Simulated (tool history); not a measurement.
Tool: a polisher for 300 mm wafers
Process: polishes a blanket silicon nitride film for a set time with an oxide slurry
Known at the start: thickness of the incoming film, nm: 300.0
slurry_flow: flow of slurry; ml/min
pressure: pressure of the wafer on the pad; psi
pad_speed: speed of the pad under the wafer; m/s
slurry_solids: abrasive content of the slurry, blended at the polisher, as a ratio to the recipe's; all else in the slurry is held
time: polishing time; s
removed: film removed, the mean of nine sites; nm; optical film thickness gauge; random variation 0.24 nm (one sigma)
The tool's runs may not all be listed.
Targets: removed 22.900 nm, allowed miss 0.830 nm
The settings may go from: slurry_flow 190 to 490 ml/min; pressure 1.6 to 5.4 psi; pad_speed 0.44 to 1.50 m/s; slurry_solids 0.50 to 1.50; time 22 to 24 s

{"run": 1, "hour": 0.0, "slurry_flow": 315, "pressure": 3.5, "pad_speed": 0.96, "slurry_solids": 1.0, "time": 24, "removed": 13.263}
{"run": 2, "hour": 7.9, "slurry_flow": 315, "pressure": 4.1, "pad_speed": 0.98, "slurry_solids": 1.0, "time": 24, "removed": 15.889}
{"run": 3, "hour": 12.3, "slurry_flow": 315, "pressure": 4.1, "pad_speed": 0.98, "slurry_solids": 1.0, "time": 24, "removed": 15.976}
{"run": 4, "hour": 20.1, "slurry_flow": 315, "pressure": 4.5, "pad_speed": 0.98, "slurry_solids": 1.0, "time": 24, "removed": 17.358}
{"run": 5, "hour": 21.4, "slurry_flow": 315, "pressure": 4.0, "pad_speed": 0.98, "slurry_solids": 1.0, "time": 24, "removed": 15.573}
{"run": 6, "hour": 25.2, "slurry_flow": 315, "pressure": 4.5, "pad_speed": 1.0, "slurry_solids": 1.0, "time": 24, "removed": 17.519}
{"run": 7, "hour": 28.4, "slurry_flow": 315, "pressure": 4.8, "pad_speed": 1.02, "slurry_solids": 1.0, "time": 24, "removed": 18.669}
{"run": 8, "hour": 35.2, "slurry_flow": 315, "pressure": 5.0, "pad_speed": 1.06, "slurry_solids": 1.0, "time": 24, "removed": 20.462}
{"run": 9, "hour": 42.6, "slurry_flow": 315, "pressure": 5.1, "pad_speed": 1.08, "slurry_solids": 1.0, "time": 24, "removed": 21.174}
{"run": 10, "hour": 47.5, "slurry_flow": 315, "pressure": 5.2, "pad_speed": 1.08, "slurry_solids": 1.0, "time": 24, "removed": 21.642}
{"run": 11, "hour": 50.9, "slurry_flow": 315, "pressure": 5.3, "pad_speed": 1.08, "slurry_solids": 1.0, "time": 24, "removed": 21.765}
{"run": 12, "hour": 58.3, "slurry_flow": 315, "pressure": 5.3, "pad_speed": 1.1, "slurry_solids": 1.0, "time": 24, "removed": 22.099}

Which of these 5 next moves meets every target?
{"run": "A", "hour": 65.7, "slurry_flow": 355, "pressure": 4.8, "pad_speed": 1.18, "slurry_solids": 1.0, "time": 24, "removed": "?"}
{"run": "B", "hour": 65.7, "slurry_flow": 225, "pressure": 5.2, "pad_speed": 1.28, "slurry_solids": 1.05, "time": 22, "removed": "?"}
{"run": "C", "hour": 65.7, "slurry_flow": 305, "pressure": 4.8, "pad_speed": 1.06, "slurry_solids": 1.15, "time": 24, "removed": "?"}
{"run": "D", "hour": 65.7, "slurry_flow": 320, "pressure": 5.1, "pad_speed": 1.08, "slurry_solids": 0.95, "time": 24, "removed": "?"}
{"run": "E", "hour": 65.7, "slurry_flow": 190, "pressure": 5.3, "pad_speed": 1.06, "slurry_solids": 1.2, "time": 24, "removed": "?"}

move=A removed=20.925
move=B removed=21.650
move=C removed=20.756
move=D removed=20.376
move=E removed=22.516
A: further off than the last run
B: further off than the last run
C: further off than the last run
D: further off than the last run
E: meets every target
Answer: E
